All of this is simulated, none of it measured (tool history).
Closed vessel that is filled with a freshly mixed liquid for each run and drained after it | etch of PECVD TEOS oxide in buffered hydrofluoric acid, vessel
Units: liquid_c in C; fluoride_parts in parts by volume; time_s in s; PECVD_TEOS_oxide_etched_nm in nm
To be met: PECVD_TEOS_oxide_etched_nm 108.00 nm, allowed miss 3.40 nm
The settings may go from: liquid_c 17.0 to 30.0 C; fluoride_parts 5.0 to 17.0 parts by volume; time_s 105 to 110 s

{"run": 1, "hour": 0.0, "liquid_c": 22.0, "fluoride_parts": 10.5, "time_s": 105, "PECVD_TEOS_oxide_etched_nm": 171.29}
{"run": 2, "hour": 5.8, "liquid_c": 25.0, "fluoride_parts": 10.5, "time_s": 105, "PECVD_TEOS_oxide_etched_nm": 203.64}
{"run": 3, "hour": 12.0, "liquid_c": 25.0, "fluoride_parts": 10.5, "time_s": 110, "PECVD_TEOS_oxide_etched_nm": 214.4}
{"run": 4, "hour": 18.5, "liquid_c": 25.0, "fluoride_parts": 12.0, "time_s": 110, "PECVD_TEOS_oxide_etched_nm": 184.46}
{"run": 5, "hour": 26.6, "liquid_c": 23.0, "fluoride_parts": 12.0, "time_s": 110, "PECVD_TEOS_oxide_etched_nm": 169.61}
{"run": 6, "hour": 29.1, "liquid_c": 24.5, "fluoride_parts": 12.0, "time_s": 110, "PECVD_TEOS_oxide_etched_nm": 183.36}
{"run": 7, "hour": 37.0, "liquid_c": 20.5, "fluoride_parts": 14.0, "time_s": 110, "PECVD_TEOS_oxide_etched_nm": 125.17}
{"run": 8, "hour": 38.6, "liquid_c": 20.0, "fluoride_parts": 14.0, "time_s": 110, "PECVD_TEOS_oxide_etched_nm": 123.06}
{"run": 9, "hour": 47.6, "liquid_c": 19.5, "fluoride_parts": 14.0, "time_s": 110, "PECVD_TEOS_oxide_etched_nm": 118.18}
{"run": 10, "hour": 56.1, "liquid_c": 18.5, "fluoride_parts": 14.0, "time_s": 110, "PECVD_TEOS_oxide_etched_nm": 113.38}

Which of these 5 next moves meets every target?
{"run": "A", "hour": 64.6, "liquid_c": 18.0, "fluoride_parts": 13.5, "time_s": 105, "PECVD_TEOS_oxide_etched_nm": "?"}
{"run": "B", "hour": 64.6, "liquid_c": 18.5, "fluoride_parts": 13.5, "time_s": 110, "PECVD_TEOS_oxide_etched_nm": "?"}
{"run": "C", "hour": 64.6, "liquid_c": 20.5, "fluoride_parts": 13.0, "time_s": 105, "PECVD_TEOS_oxide_etched_nm": "?"}
{"run": "D", "hour": 64.6, "liquid_c": 21.0, "fluoride_parts": 14.0, "time_s": 105, "PECVD_TEOS_oxide_etched_nm": "?"}
{"run": "E", "hour": 64.6, "liquid_c": 19.0, "fluoride_parts": 14.0, "time_s": 110, "PECVD_TEOS_oxide_etched_nm": "?"}

move=A PECVD_TEOS_oxide_etched_nm=108.72
move=B PECVD_TEOS_oxide_etched_nm=117.18
move=C PECVD_TEOS_oxide_etched_nm=129.88
move=D PECVD_TEOS_oxide_etched_nm=124.19
move=E PECVD_TEOS_oxide_etched_nm=116.31
A: meets every target
B: further off than the last run
C: further off than the last run
D: further off than the last run
E: further off than the last run
The right move is A.
